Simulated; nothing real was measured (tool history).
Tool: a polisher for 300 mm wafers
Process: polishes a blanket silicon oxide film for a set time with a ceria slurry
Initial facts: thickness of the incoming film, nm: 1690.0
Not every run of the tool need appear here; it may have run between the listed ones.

run  hour  flow of slurry (ml/min)  pressure of the wafer on the pad (psi)  speed of the pad under the wafer (m/s)  polishing time (s)  film removed (nm)
  1     0                      220                                     3.1                                     1.3                  84             561.53
  2   6.2                      220                                     3.1                                    1.46                  84             619.75
  3  13.1                      220                                     3.1                                    1.26                  84             528.75
  4  14.2                      175                                     3.1                                    1.26                  84             513.42
  5  15.7                      150                                     3.1                                    1.26                  84              511.4
  6  23.7                      180                                     3.1                                    1.26                  84             522.91
  7  25.4                      180                                     2.9                                    1.26                  84              489.5

Forecast run 8:
  8  26.6                      180                                     2.7                                    1.26                  84                  ?

Run 8 produced film removed (nm) 459.8.

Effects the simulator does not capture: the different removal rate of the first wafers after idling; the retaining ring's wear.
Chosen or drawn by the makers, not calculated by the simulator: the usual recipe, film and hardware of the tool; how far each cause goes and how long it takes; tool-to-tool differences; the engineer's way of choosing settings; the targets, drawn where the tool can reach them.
